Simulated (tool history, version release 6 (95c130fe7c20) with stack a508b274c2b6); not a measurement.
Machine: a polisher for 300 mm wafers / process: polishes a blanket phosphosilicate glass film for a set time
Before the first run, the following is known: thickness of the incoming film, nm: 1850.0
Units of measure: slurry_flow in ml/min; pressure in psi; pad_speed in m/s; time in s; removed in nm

Run 1, hour 0: slurry_flow 290 ml/min, pressure 4.1 psi, pad_speed 0.98 m/s, slurry_solids 1, time 36 s. Result: removed 394.44 nm.
Run 2, hour 8.6: slurry_flow 290 ml/min, pressure 3.6 psi, pad_speed 0.98 m/s, slurry_solids 1, time 36 s. Result: removed 363.34 nm.
Run 3, hour 15.9: slurry_flow 290 ml/min, pressure 3.6 psi, pad_speed 1.08 m/s, slurry_solids 1, time 36 s. Result: removed 399.31 nm.
Run 4, hour 17.2: slurry_flow 290 ml/min, pressure 3.2 psi, pad_speed 1.04 m/s, slurry_solids 1, time 36 s. Result: removed 346.61 nm.
Run 5, hour 24.8: slurry_flow 290 ml/min, pressure 3.2 psi, pad_speed 1.04 m/s, slurry_solids 1, time 32 s. Result: removed 309.38 nm.
Run 6, hour 27.6: slurry_flow 325 ml/min, pressure 3.2 psi, pad_speed 1.04 m/s, slurry_solids 1, time 32 s. Result: removed 311 nm.
Run 7, hour 28.1: slurry_flow 325 ml/min, pressure 3 psi, pad_speed 1.04 m/s, slurry_solids 1, time 32 s. Result: removed 307.57 nm.
Run 8, hour 32: slurry_flow 325 ml/min, pressure 2.8 psi, pad_speed 1.04 m/s, slurry_solids 1, time 32 s. Result: removed 289.82 nm.

What does the tool deliver on the next run?
Run 9, hour 38.5: slurry_flow 325 ml/min, pressure 2.6 psi, pad_speed 1.04 m/s, slurry_solids 1, time 32 s. Result: removed ?.

{"run 9": {"removed": 280.55}}

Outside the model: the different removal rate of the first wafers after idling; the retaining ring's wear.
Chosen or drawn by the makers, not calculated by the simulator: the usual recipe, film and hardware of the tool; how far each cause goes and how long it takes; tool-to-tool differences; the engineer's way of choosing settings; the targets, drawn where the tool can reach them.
